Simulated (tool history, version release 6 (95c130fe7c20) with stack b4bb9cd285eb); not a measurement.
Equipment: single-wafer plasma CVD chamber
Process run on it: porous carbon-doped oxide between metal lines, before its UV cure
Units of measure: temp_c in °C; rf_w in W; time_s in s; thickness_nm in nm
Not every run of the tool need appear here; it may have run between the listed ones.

run  hour  temp_c  rf_w  time_s  thickness_nm
  1   0.0     315   390    53.6        213.32
  2   3.1     320   375    53.6        199.56
  3   4.3     324   370    53.6        193.77
  4  12.5     324   370    53.6        192.03
  5  20.9     324   340    53.6        178.58
  6  26.7     324   390    53.6        205.50

Run 7 is up next; what results do you expect?
  7  35.4     327   380    53.6             ?

Logged for run 7: thickness_nm 195.36 nm.
